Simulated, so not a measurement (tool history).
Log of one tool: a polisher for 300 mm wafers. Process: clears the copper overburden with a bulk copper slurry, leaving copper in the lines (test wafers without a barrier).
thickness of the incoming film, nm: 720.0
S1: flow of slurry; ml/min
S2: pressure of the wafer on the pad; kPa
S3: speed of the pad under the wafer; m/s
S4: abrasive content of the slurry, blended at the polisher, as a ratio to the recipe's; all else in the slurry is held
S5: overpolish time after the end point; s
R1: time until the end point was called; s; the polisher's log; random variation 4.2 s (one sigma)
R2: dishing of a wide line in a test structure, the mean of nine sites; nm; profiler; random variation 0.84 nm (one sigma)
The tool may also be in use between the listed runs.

run,hour,S1,S2,S3,S4,S5,R1,R2
1,0.0,125,20.0,0.92,1.00,21,76.723,65.114
2,7.4,95,20.0,0.92,1.00,21,81.918,62.259
3,11.7,95,20.0,0.92,1.00,12,80.679,48.664
4,20.4,110,20.0,0.92,1.00,12,79.233,48.879
5,23.5,100,16.5,0.78,0.95,16,112.480,46.750
6,28.8,115,16.5,0.78,0.95,16,112.000,47.312
7,33.5,110,14.5,0.68,0.90,20,146.080,44.572
8,42.3,110,13.1,0.62,0.90,24,170.710,44.473
9,47.1,110,11.7,0.58,0.90,27,202.890,42.793

Forecast run 10:
10,52.0,110,11.0,0.58,0.90,30,?,?

Run 10 gave R1 219.200 s, R2 45.333 nm.
